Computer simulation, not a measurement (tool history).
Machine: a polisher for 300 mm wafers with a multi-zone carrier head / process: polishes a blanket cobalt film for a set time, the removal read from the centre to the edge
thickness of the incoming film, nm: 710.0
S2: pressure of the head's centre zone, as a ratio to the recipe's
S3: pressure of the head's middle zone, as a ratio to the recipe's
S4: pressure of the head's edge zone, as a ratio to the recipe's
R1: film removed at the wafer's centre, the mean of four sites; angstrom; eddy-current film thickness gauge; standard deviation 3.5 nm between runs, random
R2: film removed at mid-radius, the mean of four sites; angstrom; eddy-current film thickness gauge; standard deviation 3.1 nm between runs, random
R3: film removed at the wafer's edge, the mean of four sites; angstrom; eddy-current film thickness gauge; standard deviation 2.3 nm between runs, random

{"run": 1, "hour": 0.0, "flow of slurry (ml/min)": 170, "S2": 1, "S3": 1, "S4": 1, "polishing time (s)": 74, "R1": 1709.9, "R2": 1794, "R3": 1722}
{"run": 2, "hour": 6.8, "flow of slurry (ml/min)": 170, "S2": 0.92, "S3": 1, "S4": 1, "polishing time (s)": 74, "R1": 1626, "R2": 1845.4, "R3": 1725.8}
{"run": 3, "hour": 8.7, "flow of slurry (ml/min)": 170, "S2": 0.92, "S3": 1.06, "S4": 1, "polishing time (s)": 74, "R1": 1631.4, "R2": 1836.9, "R3": 1727.3}
{"run": 4, "hour": 15.4, "flow of slurry (ml/min)": 180, "S2": 0.96, "S3": 1.06, "S4": 0.99, "polishing time (s)": 76, "R1": 1693, "R2": 1902.4, "R3": 1724.4}
{"run": 5, "hour": 20.1, "flow of slurry (ml/min)": 180, "S2": 0.96, "S3": 1.06, "S4": 0.99, "polishing time (s)": 84, "R1": 1949.5, "R2": 2099.3, "R3": 1985.4}
{"run": 6, "hour": 26.1, "flow of slurry (ml/min)": 185, "S2": 0.99, "S3": 1.06, "S4": 0.98, "polishing time (s)": 85, "R1": 1925.9, "R2": 2150.4, "R3": 1985.7}
{"run": 7, "hour": 27.1, "flow of slurry (ml/min)": 175, "S2": 1.02, "S3": 1.05, "S4": 0.97, "polishing time (s)": 87, "R1": 2083.9, "R2": 2166.6, "R3": 1985.2}
{"run": 8, "hour": 31.9, "flow of slurry (ml/min)": 170, "S2": 1.04, "S3": 1.04, "S4": 0.97, "polishing time (s)": 88, "R1": 2156.5, "R2": 2155.2, "R3": 1991.2}

Run 9 comes next. What will it give?
{"run": 9, "hour": 33.3, "flow of slurry (ml/min)": 170, "S2": 1.05, "S3": 1.04, "S4": 0.97, "polishing time (s)": 89, "R1": "?", "R2": "?", "R3": "?"}

R1: 2185.6 angstrom
R2: 2186.4 angstrom
R3: 2013 angstrom
